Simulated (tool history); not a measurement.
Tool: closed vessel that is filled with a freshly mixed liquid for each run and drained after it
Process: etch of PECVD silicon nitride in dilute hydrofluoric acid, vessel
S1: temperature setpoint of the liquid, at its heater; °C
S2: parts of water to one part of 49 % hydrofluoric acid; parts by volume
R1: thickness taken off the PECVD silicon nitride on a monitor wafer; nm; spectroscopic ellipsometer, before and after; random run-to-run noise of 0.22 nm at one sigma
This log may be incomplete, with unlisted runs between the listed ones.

Run 1, day 0: S1 20 °C, S2 40 parts by volume, time in the liquid (s) 245. Result: R1 16.303 nm.
Run 2, day 0.362: S1 21.5 °C, S2 40 parts by volume, time in the liquid (s) 245. Result: R1 18.434 nm.
Run 3, day 0.604: S1 22.5 °C, S2 40 parts by volume, time in the liquid (s) 245. Result: R1 19.486 nm.
Run 4, day 0.988: S1 22.5 °C, S2 25 parts by volume, time in the liquid (s) 245. Result: R1 30.793 nm.
Run 5, day 1.317: S1 22.5 °C, S2 25 parts by volume, time in the liquid (s) 265. Result: R1 33.509 nm.
Run 6, day 1.446: S1 21.5 °C, S2 25 parts by volume, time in the liquid (s) 265. Result: R1 30.614 nm.
Run 7, day 1.608: S1 21 °C, S2 25 parts by volume, time in the liquid (s) 265. Result: R1 30.229 nm.

Run 8, settings as shown, results not yet in. Your forecast:
Run 8, day 1.838: S1 20.5 °C, S2 25 parts by volume, time in the liquid (s) 265. Result: R1 ?.

{"run 8": {"R1": 28.681}}

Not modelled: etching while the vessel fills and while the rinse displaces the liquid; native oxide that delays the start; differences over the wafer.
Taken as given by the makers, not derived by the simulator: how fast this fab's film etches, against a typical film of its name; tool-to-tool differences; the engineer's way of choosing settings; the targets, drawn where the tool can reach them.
